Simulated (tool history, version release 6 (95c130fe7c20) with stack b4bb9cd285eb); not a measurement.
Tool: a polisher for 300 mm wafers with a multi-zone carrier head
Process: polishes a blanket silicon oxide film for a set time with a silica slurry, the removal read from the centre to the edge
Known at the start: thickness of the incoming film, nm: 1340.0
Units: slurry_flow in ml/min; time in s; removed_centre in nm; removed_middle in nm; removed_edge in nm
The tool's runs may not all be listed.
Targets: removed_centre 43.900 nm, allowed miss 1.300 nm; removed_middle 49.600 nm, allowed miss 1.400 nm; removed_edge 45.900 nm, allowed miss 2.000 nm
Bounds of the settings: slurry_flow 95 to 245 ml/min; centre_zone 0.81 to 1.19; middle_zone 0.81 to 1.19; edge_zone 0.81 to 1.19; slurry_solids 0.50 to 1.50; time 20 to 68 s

run,hour,slurry_flow,centre_zone,middle_zone,edge_zone,slurry_solids,time,removed_centre,removed_middle,removed_edge
1,0.0,155,1.00,1.00,1.00,1.00,44,99.476,102.240,105.620
2,3.5,155,0.99,1.00,0.98,0.95,42,90.714,96.314,96.082
3,10.2,155,0.99,1.00,0.98,0.95,36,79.601,82.407,82.519
4,12.3,155,0.99,0.93,0.98,0.95,36,77.145,77.031,82.194
5,19.0,155,0.99,1.01,0.98,0.95,36,77.689,81.621,82.253
6,21.8,155,0.98,1.00,0.96,0.90,35,73.890,76.761,75.898
7,26.1,110,0.88,0.94,0.86,0.65,28,39.102,44.223,45.145
8,33.2,155,0.92,1.01,0.81,0.55,28,40.397,45.646,41.449
9,36.6,160,0.92,1.01,0.82,0.55,28,40.445,45.838,42.610
10,41.2,165,0.92,1.01,0.82,0.55,28,41.177,45.836,42.343
11,46.7,170,0.92,1.01,0.83,0.55,28,41.070,46.875,43.785
12,52.3,175,0.92,1.01,0.83,0.55,28,41.712,46.949,42.724
13,59.1,175,0.92,1.01,0.83,0.55,28,41.609,46.534,43.373
14,65.9,175,0.92,1.01,0.83,0.55,28,41.053,46.765,43.011
15,67.0,215,0.93,1.02,0.88,0.60,28,46.077,51.504,47.683

5 next moves are on the table. One of them brings every result within its allowed miss. Which?
A,68.1,240,0.91,1.01,0.84,0.60,27,?,?,?
B,68.1,205,0.91,1.07,0.83,0.55,29,?,?,?
C,68.1,195,0.86,1.00,0.89,0.60,31,?,?,?
D,68.1,200,0.89,0.97,0.93,0.55,30,?,?,?
E,68.1,220,0.98,1.02,0.86,0.60,27,?,?,?

move,removed_centre,removed_middle,removed_edge
A,44.077,50.030,46.236
B,43.455,51.911,45.649
C,46.282,55.352,53.302
D,43.746,49.237,49.600
E,46.904,49.863,46.313
A: meets every target
B: brings the result that was furthest off to its target, and leaves another outside
C: further off than the last run
D: brings the result that was furthest off to its target, and leaves another outside
E: further off than the last run
The right move is A.
